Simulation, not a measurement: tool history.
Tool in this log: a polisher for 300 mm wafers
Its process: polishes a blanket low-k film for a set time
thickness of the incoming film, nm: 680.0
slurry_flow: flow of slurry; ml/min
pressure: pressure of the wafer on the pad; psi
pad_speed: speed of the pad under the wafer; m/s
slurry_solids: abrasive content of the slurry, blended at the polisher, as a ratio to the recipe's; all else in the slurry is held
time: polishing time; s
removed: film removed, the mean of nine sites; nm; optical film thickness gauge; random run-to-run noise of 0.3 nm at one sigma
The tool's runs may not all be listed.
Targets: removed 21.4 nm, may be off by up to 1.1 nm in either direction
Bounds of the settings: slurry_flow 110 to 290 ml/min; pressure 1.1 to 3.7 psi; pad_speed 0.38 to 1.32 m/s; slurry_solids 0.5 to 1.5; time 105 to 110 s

run,hour,slurry_flow,pressure,pad_speed,slurry_solids,time,removed
1,0,185,2.4,0.84,1,105,45.677
2,0.7,185,2,0.76,1,105,38.333
3,4.7,185,2,0.64,1,105,33.212
4,9.1,185,1.5,0.64,1,105,28.32
5,10.5,185,1.5,0.64,1.1,105,29.757
6,15.5,185,1.5,0.82,1.1,105,34.519
7,19.1,185,1.4,0.72,1.05,105,30.203
8,22.1,185,1.3,0.64,1.05,105,26.598
9,30.9,185,1.2,0.6,1.05,105,24.445
10,39.5,185,1.2,0.58,1.05,105,23.879
11,46.2,185,1.2,0.58,1.05,105,23.389
12,50.5,185,1.2,0.56,1.05,105,23.431

Which of these 5 next moves meets every target?
A,54.8,200,1.1,0.44,1,105,?
B,54.8,180,1.1,0.52,1.1,105,?
C,54.8,175,1.2,0.64,1,105,?
D,54.8,240,1.4,0.4,0.9,105,?
E,54.8,250,1.1,0.66,0.95,105,?

move,removed
A,18.255
B,21.513
C,24.782
D,18.48
E,24.493
A: takes the biggest miss from the last run beyond its target
B: all results land within tolerance of their targets
C: moves away from the targets compared with the last run
D: takes the biggest miss from the last run beyond its target
E: moves away from the targets compared with the last run
B is the move that brings every result within its allowed miss.

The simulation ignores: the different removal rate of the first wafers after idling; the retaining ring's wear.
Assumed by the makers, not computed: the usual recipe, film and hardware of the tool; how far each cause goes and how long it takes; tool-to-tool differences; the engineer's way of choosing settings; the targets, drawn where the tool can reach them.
